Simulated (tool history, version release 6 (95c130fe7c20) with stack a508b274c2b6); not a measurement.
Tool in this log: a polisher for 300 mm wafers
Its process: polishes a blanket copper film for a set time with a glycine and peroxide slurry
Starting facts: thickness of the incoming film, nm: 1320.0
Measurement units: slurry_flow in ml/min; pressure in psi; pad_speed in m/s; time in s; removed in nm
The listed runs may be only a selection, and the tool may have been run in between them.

run 1 hour=0 | slurry_flow=150 pressure=2.5 pad_speed=1.18 time=59 | removed=303.1
run 2 hour=1.5 | slurry_flow=160 pressure=3 pad_speed=1.22 time=59 | removed=368.13
run 3 hour=6.4 | slurry_flow=165 pressure=3.3 pad_speed=1.26 time=59 | removed=414.09
run 4 hour=8.9 | slurry_flow=165 pressure=3.8 pad_speed=1.26 time=59 | removed=465.75
run 5 hour=16.5 | slurry_flow=165 pressure=3.8 pad_speed=1.1 time=59 | removed=423.89
run 6 hour=22.1 | slurry_flow=165 pressure=3.8 pad_speed=1.1 time=59 | removed=423.37
run 7 hour=26.6 | slurry_flow=175 pressure=3.8 pad_speed=1.2 time=59 | removed=456.4
run 8 hour=34.6 | slurry_flow=180 pressure=3.8 pad_speed=1.28 time=59 | removed=469.41

Expected results for the next run?
run 9 hour=40.2 | slurry_flow=180 pressure=3.8 pad_speed=1.36 time=59 | removed=?

removed: 501.89 nm
